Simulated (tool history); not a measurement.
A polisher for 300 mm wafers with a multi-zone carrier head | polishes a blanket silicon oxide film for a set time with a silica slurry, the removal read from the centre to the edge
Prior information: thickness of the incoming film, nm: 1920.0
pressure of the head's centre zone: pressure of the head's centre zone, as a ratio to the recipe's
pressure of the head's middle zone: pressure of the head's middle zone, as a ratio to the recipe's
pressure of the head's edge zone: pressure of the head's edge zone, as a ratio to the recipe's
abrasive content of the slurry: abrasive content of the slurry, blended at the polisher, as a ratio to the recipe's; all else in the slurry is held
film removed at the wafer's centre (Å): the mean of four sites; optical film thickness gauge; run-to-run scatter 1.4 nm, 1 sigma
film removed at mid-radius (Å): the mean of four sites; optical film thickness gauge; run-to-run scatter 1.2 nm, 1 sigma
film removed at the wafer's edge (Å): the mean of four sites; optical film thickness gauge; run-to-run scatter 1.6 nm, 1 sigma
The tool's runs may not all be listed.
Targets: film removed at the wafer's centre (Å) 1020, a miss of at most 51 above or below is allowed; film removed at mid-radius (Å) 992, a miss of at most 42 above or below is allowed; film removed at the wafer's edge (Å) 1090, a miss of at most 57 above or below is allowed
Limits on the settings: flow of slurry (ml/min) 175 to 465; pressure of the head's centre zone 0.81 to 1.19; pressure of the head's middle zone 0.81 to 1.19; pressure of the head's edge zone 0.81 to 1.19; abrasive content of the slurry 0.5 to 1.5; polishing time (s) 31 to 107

run,hour,flow of slurry (ml/min),pressure of the head's centre zone,pressure of the head's middle zone,pressure of the head's edge zone,abrasive content of the slurry,polishing time (s),film removed at the wafer's centre (Å),film removed at mid-radius (Å),film removed at the wafer's edge (Å)
1,0,295,1,1,1,1,69,2111.5,2079.1,2071.6
2,7.8,295,1,1,1.03,1,69,2060.2,2113.7,2097.7
3,11.9,295,1,1,0.99,1,69,2067.6,2084.3,2089.1
4,12.6,290,0.99,0.97,0.99,0.85,60,1647.9,1631.9,1600.2
5,20.2,275,0.97,0.92,1.03,0.75,57,1413.2,1337.2,1466.1
6,26,275,0.94,0.9,1,0.65,56,1193.7,1161.6,1296.8
7,29.6,280,0.93,0.88,0.95,0.65,56,1181.4,1130.9,1266.3
8,32.9,280,0.92,0.87,0.92,0.6,56,1132.2,1063,1170.5

Of the 5 settings listed for the next run, only one would bring every result within its allowed miss of target. Which one?
A,36.2,285,1.16,1,0.81,0.65,50,?,?,?
B,36.2,205,1.17,1.08,0.81,0.65,50,?,?,?
C,36.2,270,0.82,0.86,0.92,0.65,55,?,?,?
D,36.2,335,0.93,0.89,1.01,0.5,59,?,?,?
E,36.2,315,0.94,1.02,0.89,0.65,50,?,?,?

move,film removed at the wafer's centre (Å),film removed at mid-radius (Å),film removed at the wafer's edge (Å)
A,1332.8,1173.3,1074.7
B,1277.4,1196.3,1037.1
C,1051.1,1132.7,1219.5
D,1044.9,1027,1098.6
E,1106.8,1207.1,1110.5
A: its largest miss is bigger than the last run's
B: its largest miss is bigger than the last run's
C: brings the result that was furthest off to its target, and leaves another outside
D: every result within its allowed miss
E: its largest miss is bigger than the last run's
Answer: D
